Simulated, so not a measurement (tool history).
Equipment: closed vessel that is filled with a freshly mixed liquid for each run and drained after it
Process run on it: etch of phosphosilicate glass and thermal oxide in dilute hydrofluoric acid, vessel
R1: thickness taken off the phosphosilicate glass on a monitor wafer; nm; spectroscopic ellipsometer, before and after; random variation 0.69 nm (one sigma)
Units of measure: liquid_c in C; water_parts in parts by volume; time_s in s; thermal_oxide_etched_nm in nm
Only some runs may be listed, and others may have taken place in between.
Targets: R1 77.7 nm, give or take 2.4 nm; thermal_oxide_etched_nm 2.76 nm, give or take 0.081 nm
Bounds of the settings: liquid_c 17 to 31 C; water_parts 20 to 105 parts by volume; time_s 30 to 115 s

{"run": 1, "day": 0.0, "liquid_c": 23, "water_parts": 55, "time_s": 60, "R1": 144.43, "thermal_oxide_etched_nm": 5.0942}
{"run": 2, "day": 0.304, "liquid_c": 22, "water_parts": 60, "time_s": 60, "R1": 127.67, "thermal_oxide_etched_nm": 4.5516}
{"run": 3, "day": 0.342, "liquid_c": 21.5, "water_parts": 65, "time_s": 60, "R1": 115.04, "thermal_oxide_etched_nm": 4.0603}
{"run": 4, "day": 0.638, "liquid_c": 21.5, "water_parts": 75, "time_s": 60, "R1": 95.994, "thermal_oxide_etched_nm": 3.4591}
{"run": 5, "day": 0.846, "liquid_c": 24.5, "water_parts": 75, "time_s": 60, "R1": 109.69, "thermal_oxide_etched_nm": 3.9323}
{"run": 6, "day": 0.988, "liquid_c": 23.5, "water_parts": 75, "time_s": 60, "R1": 105.37, "thermal_oxide_etched_nm": 3.7698}
{"run": 7, "day": 1.067, "liquid_c": 22.5, "water_parts": 75, "time_s": 60, "R1": 99.948, "thermal_oxide_etched_nm": 3.6186}
{"run": 8, "day": 1.283, "liquid_c": 22, "water_parts": 75, "time_s": 60, "R1": 99.586, "thermal_oxide_etched_nm": 3.5756}
{"run": 9, "day": 1.625, "liquid_c": 21.5, "water_parts": 75, "time_s": 60, "R1": 98.014, "thermal_oxide_etched_nm": 3.4862}
{"run": 10, "day": 1.812, "liquid_c": 21, "water_parts": 75, "time_s": 60, "R1": 96.957, "thermal_oxide_etched_nm": 3.3572}

Exercise: of the 4 proposed moves below, exactly one satisfies all targets within the stated allowed misses. Which move is it?
{"run": "A", "day": 2.0, "liquid_c": 26, "water_parts": 85, "time_s": 50, "R1": "?", "thermal_oxide_etched_nm": "?"}
{"run": "B", "day": 2.0, "liquid_c": 21, "water_parts": 85, "time_s": 60, "R1": "?", "thermal_oxide_etched_nm": "?"}
{"run": "C", "day": 2.0, "liquid_c": 20.5, "water_parts": 75, "time_s": 50, "R1": "?", "thermal_oxide_etched_nm": "?"}
{"run": "D", "day": 2.0, "liquid_c": 20.5, "water_parts": 85, "time_s": 60, "R1": "?", "thermal_oxide_etched_nm": "?"}

move=A R1=85.239 thermal_oxide_etched_nm=3.0229
move=B R1=83.647 thermal_oxide_etched_nm=2.9665
move=C R1=78.296 thermal_oxide_etched_nm=2.7767
move=D R1=81.941 thermal_oxide_etched_nm=2.906
A: nearer the targets than the last run, but a result is still out of spec
B: nearer the targets than the last run, but a result is still out of spec
C: in spec on every target
D: nearer the targets than the last run, but a result is still out of spec
Answer: C
